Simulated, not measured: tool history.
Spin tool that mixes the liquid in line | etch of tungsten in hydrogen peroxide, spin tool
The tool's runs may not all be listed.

run	hour	temperature setpoint of the liquid (C)	concentration of hydrogen peroxide in the mixed liquid (% by weight)	time under the liquid (s)	thickness taken off the tungsten on a monitor wafer (nm)
1	0.0	55	23.0	50	129.00
2	3.8	55	23.0	55	141.11
3	6.4	54	23.0	55	134.05
4	10.8	54	24.5	55	139.28
5	17.7	53	24.5	55	129.29
# hour 18.3: thermometer replaced
6	18.3	53	28.0	55	147.42
7	22.4	52	28.0	55	138.25

The next listed run, before its measurement:
8	27.5	51	28.0	55	?

{"run 8": {"thickness taken off the tungsten on a monitor wafer (nm)": 129.3}}
